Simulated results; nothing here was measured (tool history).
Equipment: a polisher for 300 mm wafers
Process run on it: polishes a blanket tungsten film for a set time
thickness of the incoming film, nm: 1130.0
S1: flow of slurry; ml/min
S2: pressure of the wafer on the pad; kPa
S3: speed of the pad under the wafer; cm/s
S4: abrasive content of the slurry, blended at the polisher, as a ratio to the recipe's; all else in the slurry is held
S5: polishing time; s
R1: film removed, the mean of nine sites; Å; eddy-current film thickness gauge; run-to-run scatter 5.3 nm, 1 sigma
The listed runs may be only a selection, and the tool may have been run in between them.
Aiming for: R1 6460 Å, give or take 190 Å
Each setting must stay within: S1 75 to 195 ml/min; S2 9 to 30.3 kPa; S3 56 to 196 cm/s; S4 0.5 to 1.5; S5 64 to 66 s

run  hour   S1    S2   S3  S4  S5      R1
  1     0  125  19.3  126   1  64  3524.6
  2   1.2  125  24.1  126   1  64  4480.4
  3   6.9  135  26.2  126   1  64  4832.1
  4  12.9  135  27.6  130   1  64  5306.8
  5    19  135  28.3  132   1  64  5459.4
  6  27.3  135  30.3  132   1  64    5891
  7  34.9  140  30.3  134   1  64  6081.1
  8  39.9  145  30.3  136   1  64  6051.3
  9  46.9  145  30.3  138   1  64  6196.1

Which one of the following 5 next-run settings gets every result inside its allowed miss? There is exactly one.
  A  53.9  150  30.3  120  1.2  66   ?
  B  53.9  130  26.2  148  0.9  66   ?
  C  53.9  160    29  134  1.1  64   ?
  D  53.9  140  26.2  152  0.9  65   ?
  E  53.9  135  30.3  130  1.3  65   ?

move      R1
   A  5940.8
   B    5603
   C  6032.9
   D  5750.8
   E  6346.9
A: moves away from the targets compared with the last run
B: moves away from the targets compared with the last run
C: moves away from the targets compared with the last run
D: moves away from the targets compared with the last run
E: all results land within tolerance of their targets
Go with E: it meets all targets.
